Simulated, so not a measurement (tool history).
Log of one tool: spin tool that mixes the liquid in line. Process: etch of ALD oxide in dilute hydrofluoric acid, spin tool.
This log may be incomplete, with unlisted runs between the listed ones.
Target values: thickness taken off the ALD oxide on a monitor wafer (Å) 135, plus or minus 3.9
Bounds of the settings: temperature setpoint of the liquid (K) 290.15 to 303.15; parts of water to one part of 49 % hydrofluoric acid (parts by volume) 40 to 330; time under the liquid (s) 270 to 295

run    day  temperature setpoint of the liquid (K)  parts of water to one part of 49 % hydrofluoric acid (parts by volume)  time under the liquid (s)  thickness taken off the ALD oxide on a monitor wafer (Å)
  1      0                                  295.15                                                                     185                        270                                                    186.64
  2  0.292                                  295.15                                                                     185                        270                                                    187.69
  3  0.533                                  295.15                                                                     185                        270                                                    187.35
  4  0.775                                  298.15                                                                     185                        270                                                    207.81
  5  1.012                                  300.65                                                                     185                        270                                                    229.32
  6  1.308                                  298.65                                                                     185                        270                                                    213.58
  7  1.517                                  297.15                                                                     190                        270                                                    191.73
  8   1.55                                  295.65                                                                     195                        270                                                    174.35
  9  1.642                                  294.65                                                                     195                        270                                                    170.62
 10  1.883                                  293.65                                                                     200                        270                                                    160.45
 11      2                                  293.65                                                                     200                        270                                                    160.58
 12  2.312                                  293.15                                                                     200                        270                                                    156.57
 13  2.612                                  292.65                                                                     200                        270                                                    153.97
 14  2.967                                  292.15                                                                     200                        270                                                    149.79
 15  3.033                                  292.15                                                                     200                        270                                                    147.92
 16  3.088                                  291.65                                                                     200                        270                                                    145.18
 17  3.196                                  291.15                                                                     200                        270                                                    145.03

4 candidate next runs follow, results not yet known. Just one meets every target within its allowed miss. Identify it.
  A  3.304                                  290.15                                                                     200                        280                                                         ?
  B  3.304                                  292.15                                                                     205                        270                                                         ?
  C  3.304                                  291.65                                                                     205                        290                                                         ?
  D  3.304                                  292.15                                                                     220                        275                                                         ?

move  thickness taken off the ALD oxide on a monitor wafer (Å)
   A                                                    141.79
   B                                                    143.65
   C                                                    151.31
   D                                                    134.42
A: closer than the last run, but not yet in spec
B: closer than the last run, but not yet in spec
C: the biggest miss grows against the last run
D: every result within its allowed miss
The move that meets every target is D.

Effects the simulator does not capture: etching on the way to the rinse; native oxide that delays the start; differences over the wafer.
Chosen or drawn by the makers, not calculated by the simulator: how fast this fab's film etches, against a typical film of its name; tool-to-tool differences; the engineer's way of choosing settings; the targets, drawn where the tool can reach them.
